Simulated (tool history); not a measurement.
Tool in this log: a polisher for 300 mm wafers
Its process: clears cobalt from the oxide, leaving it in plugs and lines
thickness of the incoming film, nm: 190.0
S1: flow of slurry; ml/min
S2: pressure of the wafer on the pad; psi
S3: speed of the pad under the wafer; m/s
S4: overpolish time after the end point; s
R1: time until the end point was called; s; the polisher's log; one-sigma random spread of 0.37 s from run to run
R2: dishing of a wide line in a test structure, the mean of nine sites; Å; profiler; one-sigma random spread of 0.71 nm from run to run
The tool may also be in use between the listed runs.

run,hour,S1,S2,S3,S4,R1,R2
1,0,275,1.5,1.18,11,54.528,310.75
2,2.8,275,1.5,1.04,11,58.725,298.79
3,6.1,275,1.8,1.04,11,49.96,329.88
4,9.5,275,1.8,0.92,11,54.861,319.51
5,17.3,220,1.8,0.92,11,56.838,291.58
6,23,250,2,0.94,9,50.047,290.54

The next listed run, before its measurement:
7,27.8,270,2.1,0.98,8,?,?

{"run 7": {"R1": 45.52, "R2": 291.25}}
